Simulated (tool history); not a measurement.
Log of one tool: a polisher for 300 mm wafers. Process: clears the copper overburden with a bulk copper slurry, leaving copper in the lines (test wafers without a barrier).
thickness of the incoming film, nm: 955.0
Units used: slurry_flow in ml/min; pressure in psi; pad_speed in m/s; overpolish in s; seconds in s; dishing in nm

run  hour  slurry_flow  pressure  pad_speed  slurry_solids  overpolish  seconds  dishing
  1   0.0          245       3.2       0.88            1.0           9   77.633   64.334
  2   3.8          245       2.8       0.88            1.0          10   83.311   66.003
  3  12.6          245       2.8       0.78            1.0          10   92.737   60.994
  4  13.8          245       2.5       0.78            1.0          10  100.440   57.208
  5  17.6          245       2.5       0.86            1.0          10   94.202   60.803
  6  19.9          210       2.5       0.86            1.0          10   94.258   60.352

Run 7 is up next; what results do you expect?
  7  28.2          210       2.3       0.86            1.0          10        ?        ?

For run 7 the tool returned seconds 98.488 s, dishing 57.900 nm.

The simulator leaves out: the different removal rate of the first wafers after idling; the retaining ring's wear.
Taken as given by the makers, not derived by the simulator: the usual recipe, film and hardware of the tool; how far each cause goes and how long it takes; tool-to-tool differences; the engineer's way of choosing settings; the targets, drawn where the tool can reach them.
